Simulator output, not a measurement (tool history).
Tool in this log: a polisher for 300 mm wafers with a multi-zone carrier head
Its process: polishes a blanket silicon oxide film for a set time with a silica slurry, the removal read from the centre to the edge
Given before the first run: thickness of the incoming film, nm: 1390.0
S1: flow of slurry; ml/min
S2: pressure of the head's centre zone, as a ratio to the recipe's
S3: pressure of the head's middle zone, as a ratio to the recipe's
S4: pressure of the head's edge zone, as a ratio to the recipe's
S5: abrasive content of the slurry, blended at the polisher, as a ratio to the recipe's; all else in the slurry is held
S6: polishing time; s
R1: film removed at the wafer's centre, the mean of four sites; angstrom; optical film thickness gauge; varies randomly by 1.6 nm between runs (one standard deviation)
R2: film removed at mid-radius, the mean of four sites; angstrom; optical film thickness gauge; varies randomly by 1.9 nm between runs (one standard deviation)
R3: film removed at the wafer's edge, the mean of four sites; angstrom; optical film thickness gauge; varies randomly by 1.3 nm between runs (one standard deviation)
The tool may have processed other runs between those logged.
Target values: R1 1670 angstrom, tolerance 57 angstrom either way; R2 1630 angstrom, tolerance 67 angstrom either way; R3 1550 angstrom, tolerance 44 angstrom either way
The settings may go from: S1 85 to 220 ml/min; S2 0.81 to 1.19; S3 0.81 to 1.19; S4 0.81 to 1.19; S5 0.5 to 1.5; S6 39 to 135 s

| run | day | S1 | S2 | S3 | S4 | S5 | S6 | R1 | R2 | R3 |
|---|---|---|---|---|---|---|---|---|---|---|
| 1 | 0 | 140 | 1 | 1 | 1 | 1 | 87 | 2300.9 | 2463.2 | 2443.4 |
| 2 | 0.279 | 140 | 1 | 1 | 1.03 | 1 | 87 | 2255 | 2422 | 2488.9 |
| 3 | 0.508 | 135 | 1 | 0.99 | 1 | 0.9 | 85 | 2071.7 | 2208.2 | 2259.8 |
| 4 | 0.675 | 135 | 1.01 | 0.99 | 0.97 | 0.85 | 84 | 1995.7 | 2144.7 | 2116.6 |
| 5 | 1 | 150 | 1.01 | 0.99 | 0.97 | 0.85 | 84 | 2064.5 | 2159.4 | 2169.7 |
| 6 | 1.029 | 150 | 1.01 | 0.99 | 0.92 | 0.85 | 84 | 2078.4 | 2169.3 | 2121.4 |
| 7 | 1.225 | 125 | 1.07 | 0.97 | 0.82 | 0.6 | 75 | 1502.9 | 1482.5 | 1439.8 |
| 8 | 1.317 | 130 | 1.07 | 0.97 | 0.82 | 0.6 | 75 | 1484.5 | 1497.9 | 1428.9 |
| 9 | 1.446 | 170 | 1.13 | 0.97 | 0.91 | 0.65 | 75 | 1782 | 1684.1 | 1627.3 |
| 10 | 1.554 | 170 | 1.13 | 0.97 | 0.91 | 0.65 | 75 | 1775.9 | 1674.3 | 1654.8 |
| 11 | 1.6 | 165 | 1.13 | 0.98 | 0.9 | 0.65 | 75 | 1731.5 | 1647.4 | 1619.9 |
|  | 1.721 | centre zone pressure recalibrated |
| 12 | 1.721 | 165 | 1.13 | 0.99 | 0.89 | 0.65 | 75 | 1866.6 | 1668.5 | 1603.3 |
| 13 | 2.046 | 160 | 1.12 | 0.99 | 0.89 | 0.65 | 75 | 1863.9 | 1666.5 | 1613.1 |
| 14 | 2.321 | 155 | 1.11 | 0.99 | 0.88 | 0.65 | 75 | 1812.8 | 1646.3 | 1582.1 |

5 next moves are on the table. One of them brings every result within its allowed miss. Which?
| A | 2.596 | 210 | 0.97 | 0.99 | 0.89 | 0.9 | 58 | ? | ? | ? |
| B | 2.596 | 220 | 1.13 | 1.01 | 0.86 | 0.55 | 78 | ? | ? | ? |
| C | 2.596 | 165 | 1.11 | 1.01 | 0.81 | 0.65 | 75 | ? | ? | ? |
| D | 2.596 | 105 | 1 | 0.96 | 0.84 | 0.7 | 81 | ? | ? | ? |
| E | 2.596 | 155 | 1.12 | 0.95 | 0.89 | 0.65 | 78 | ? | ? | ? |

| move | R1 | R2 | R3 |
|---|---|---|---|
| A | 1677.3 | 1657.2 | 1539.6 |
| B | 1873.4 | 1699.9 | 1528.6 |
| C | 1885.3 | 1741.1 | 1542.8 |
| D | 1755.5 | 1695.3 | 1641.2 |
| E | 1945.3 | 1705.7 | 1660.3 |
A: every result lands within tolerance
B: moves away from the targets compared with the last run
C: moves away from the targets compared with the last run
D: closer than the last run, but not yet in spec
E: moves away from the targets compared with the last run
A is the move that brings every result within its allowed miss.
